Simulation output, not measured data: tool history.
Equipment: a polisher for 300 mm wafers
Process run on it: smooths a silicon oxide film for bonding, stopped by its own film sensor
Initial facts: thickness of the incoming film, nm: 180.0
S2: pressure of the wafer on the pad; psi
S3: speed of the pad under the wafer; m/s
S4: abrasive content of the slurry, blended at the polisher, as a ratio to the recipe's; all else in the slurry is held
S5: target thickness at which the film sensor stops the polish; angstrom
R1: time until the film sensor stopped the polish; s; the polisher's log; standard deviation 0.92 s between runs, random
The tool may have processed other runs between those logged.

{"run": 1, "hour": 0.0, "flow of slurry (ml/min)": 230, "S2": 2.4, "S3": 1.16, "S4": 1.0, "S5": 1590, "R1": 19.074}
{"run": 2, "hour": 5.8, "flow of slurry (ml/min)": 230, "S2": 2.9, "S3": 1.16, "S4": 1.0, "S5": 1590, "R1": 16.554}
{"run": 3, "hour": 11.7, "flow of slurry (ml/min)": 230, "S2": 2.9, "S3": 1.16, "S4": 1.15, "S5": 1590, "R1": 15.656}
{"run": 4, "hour": 15.9, "flow of slurry (ml/min)": 230, "S2": 2.9, "S3": 1.4, "S4": 1.15, "S5": 1590, "R1": 13.094}
{"run": 5, "hour": 23.0, "flow of slurry (ml/min)": 215, "S2": 2.4, "S3": 1.18, "S4": 1.0, "S5": 1590, "R1": 19.903}
{"run": 6, "hour": 30.2, "flow of slurry (ml/min)": 200, "S2": 2.1, "S3": 1.02, "S4": 0.95, "S5": 1590, "R1": 26.143}

Expected results for the next run?
{"run": 7, "hour": 34.1, "flow of slurry (ml/min)": 190, "S2": 1.8, "S3": 0.9, "S4": 0.95, "S5": 1590, "R1": "?"}

R1: 33.421 s
